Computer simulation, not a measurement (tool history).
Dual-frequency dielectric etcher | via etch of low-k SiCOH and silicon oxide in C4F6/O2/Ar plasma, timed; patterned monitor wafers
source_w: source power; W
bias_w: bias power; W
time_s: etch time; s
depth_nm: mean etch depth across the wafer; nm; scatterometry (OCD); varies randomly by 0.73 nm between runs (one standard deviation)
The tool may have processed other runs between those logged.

{"run": 1, "hour": 0.0, "source_w": 340, "bias_w": 158, "time_s": 72.5, "depth_nm": 179.89}
{"run": 2, "hour": 8.2, "source_w": 310, "bias_w": 145, "time_s": 72.5, "depth_nm": 168.08}
{"run": 3, "hour": 10.8, "source_w": 360, "bias_w": 145, "time_s": 72.5, "depth_nm": 178.23}
{"run": 4, "hour": 16.8, "source_w": 360, "bias_w": 145, "time_s": 76, "depth_nm": 188.05}
{"run": 5, "hour": 19.2, "source_w": 390, "bias_w": 145, "time_s": 76, "depth_nm": 193.5}
{"run": 6, "hour": 25.6, "source_w": 350, "bias_w": 134, "time_s": 75.5, "depth_nm": 178.59}
{"run": 7, "hour": 32.2, "source_w": 320, "bias_w": 126, "time_s": 75, "depth_nm": 166.56}
{"run": 8, "hour": 33.1, "source_w": 300, "bias_w": 119, "time_s": 74.5, "depth_nm": 156.78}
{"run": 9, "hour": 41.1, "source_w": 280, "bias_w": 114, "time_s": 74, "depth_nm": 148.02}
{"run": 10, "hour": 49.8, "source_w": 270, "bias_w": 110, "time_s": 73.5, "depth_nm": 141.58}
{"run": 11, "hour": 57.5, "source_w": 260, "bias_w": 108, "time_s": 73.5, "depth_nm": 139.13}

Run 12 comes next. What will it give?
{"hour": 64.6, "done": "source power generator calibrated"}
{"run": 12, "hour": 64.6, "source_w": 210, "bias_w": 94, "time_s": 72.5, "depth_nm": "?"}

depth_nm: 115.45 nm
